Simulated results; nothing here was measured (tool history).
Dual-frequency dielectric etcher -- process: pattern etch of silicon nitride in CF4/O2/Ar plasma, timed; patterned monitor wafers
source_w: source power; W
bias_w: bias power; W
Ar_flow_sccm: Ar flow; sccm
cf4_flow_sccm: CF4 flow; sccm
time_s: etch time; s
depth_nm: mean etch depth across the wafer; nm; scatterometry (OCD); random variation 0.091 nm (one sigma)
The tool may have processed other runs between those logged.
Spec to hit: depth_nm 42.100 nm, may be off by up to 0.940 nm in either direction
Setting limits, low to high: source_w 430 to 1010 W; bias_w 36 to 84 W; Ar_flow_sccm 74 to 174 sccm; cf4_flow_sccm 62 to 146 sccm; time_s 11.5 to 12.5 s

{"run": 1, "hour": 0.0, "source_w": 720, "bias_w": 60, "Ar_flow_sccm": 124, "cf4_flow_sccm": 104, "time_s": 12.5, "depth_nm": 31.051}
{"run": 2, "hour": 5.8, "source_w": 720, "bias_w": 60, "Ar_flow_sccm": 124, "cf4_flow_sccm": 88, "time_s": 12.5, "depth_nm": 30.469}
{"run": 3, "hour": 7.7, "source_w": 760, "bias_w": 60, "Ar_flow_sccm": 124, "cf4_flow_sccm": 88, "time_s": 12.5, "depth_nm": 32.367}
{"run": 4, "hour": 11.8, "source_w": 790, "bias_w": 60, "Ar_flow_sccm": 124, "cf4_flow_sccm": 88, "time_s": 12.5, "depth_nm": 33.434}
{"run": 5, "hour": 18.0, "source_w": 790, "bias_w": 60, "Ar_flow_sccm": 124, "cf4_flow_sccm": 88, "time_s": 12.5, "depth_nm": 33.483}
{"run": 6, "hour": 19.8, "source_w": 820, "bias_w": 60, "Ar_flow_sccm": 124, "cf4_flow_sccm": 88, "time_s": 12.5, "depth_nm": 34.901}
{"run": 7, "hour": 22.2, "source_w": 840, "bias_w": 60, "Ar_flow_sccm": 124, "cf4_flow_sccm": 88, "time_s": 12.5, "depth_nm": 35.765}
{"run": 8, "hour": 28.5, "source_w": 860, "bias_w": 60, "Ar_flow_sccm": 124, "cf4_flow_sccm": 88, "time_s": 12.5, "depth_nm": 36.673}
{"run": 9, "hour": 34.9, "source_w": 880, "bias_w": 60, "Ar_flow_sccm": 124, "cf4_flow_sccm": 88, "time_s": 12.5, "depth_nm": 37.514}
{"run": 10, "hour": 39.8, "source_w": 890, "bias_w": 60, "Ar_flow_sccm": 124, "cf4_flow_sccm": 88, "time_s": 12.5, "depth_nm": 37.887}
{"run": 11, "hour": 43.7, "source_w": 900, "bias_w": 60, "Ar_flow_sccm": 124, "cf4_flow_sccm": 88, "time_s": 12.5, "depth_nm": 38.258}
{"run": 12, "hour": 48.3, "source_w": 910, "bias_w": 60, "Ar_flow_sccm": 124, "cf4_flow_sccm": 88, "time_s": 12.5, "depth_nm": 38.625}
{"run": 13, "hour": 51.3, "source_w": 920, "bias_w": 60, "Ar_flow_sccm": 124, "cf4_flow_sccm": 88, "time_s": 12.5, "depth_nm": 39.047}
{"run": 14, "hour": 57.7, "source_w": 930, "bias_w": 60, "Ar_flow_sccm": 124, "cf4_flow_sccm": 88, "time_s": 12.5, "depth_nm": 39.571}

5 next moves are on the table. One of them brings every result within its allowed miss. Which?
{"run": "A", "hour": 64.1, "source_w": 970, "bias_w": 56, "Ar_flow_sccm": 126, "cf4_flow_sccm": 97, "time_s": 11.5, "depth_nm": "?"}
{"run": "B", "hour": 64.1, "source_w": 1000, "bias_w": 60, "Ar_flow_sccm": 125, "cf4_flow_sccm": 94, "time_s": 11.5, "depth_nm": "?"}
{"run": "C", "hour": 64.1, "source_w": 960, "bias_w": 66, "Ar_flow_sccm": 101, "cf4_flow_sccm": 83, "time_s": 12.0, "depth_nm": "?"}
{"run": "D", "hour": 64.1, "source_w": 1010, "bias_w": 58, "Ar_flow_sccm": 131, "cf4_flow_sccm": 75, "time_s": 12.0, "depth_nm": "?"}
{"run": "E", "hour": 64.1, "source_w": 880, "bias_w": 58, "Ar_flow_sccm": 123, "cf4_flow_sccm": 81, "time_s": 12.5, "depth_nm": "?"}

move=A depth_nm=37.107
move=B depth_nm=39.299
move=C depth_nm=41.615
move=D depth_nm=39.448
move=E depth_nm=36.496
A: its largest miss is bigger than the last run's
B: its largest miss is bigger than the last run's
C: each result inside its tolerance
D: no nearer and no further than the last run
E: its largest miss is bigger than the last run's
C meets every target.
